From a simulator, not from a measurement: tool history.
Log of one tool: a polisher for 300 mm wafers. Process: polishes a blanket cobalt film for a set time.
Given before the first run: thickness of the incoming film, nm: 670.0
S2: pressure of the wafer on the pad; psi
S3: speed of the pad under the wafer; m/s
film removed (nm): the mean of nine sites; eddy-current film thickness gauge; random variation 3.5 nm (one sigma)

run 1 day=0.000 | flow_of_slurry_(ml/min)=205 S2=2.4 S3=1.06 polishing_time_(s)=26 | film_removed_(nm)=180.85
run 2 day=0.167 | flow_of_slurry_(ml/min)=205 S2=2.1 S3=1.06 polishing_time_(s)=26 | film_removed_(nm)=155.96
run 3 day=0.404 | flow_of_slurry_(ml/min)=205 S2=2.3 S3=1.06 polishing_time_(s)=26 | film_removed_(nm)=172.89
run 4 day=0.625 | flow_of_slurry_(ml/min)=205 S2=2.3 S3=1.06 polishing_time_(s)=26 | film_removed_(nm)=172.17
run 5 day=0.867 | flow_of_slurry_(ml/min)=205 S2=2.1 S3=1.06 polishing_time_(s)=26 | film_removed_(nm)=157.86
run 6 day=1.104 | flow_of_slurry_(ml/min)=250 S2=2.1 S3=1.06 polishing_time_(s)=26 | film_removed_(nm)=163.14

For run 7, what comes out?
run 7 day=1.212 | flow_of_slurry_(ml/min)=250 S2=2.3 S3=1.06 polishing_time_(s)=26 | film_removed_(nm)=?

{"run 7": {"film removed (nm)": 177.29}}
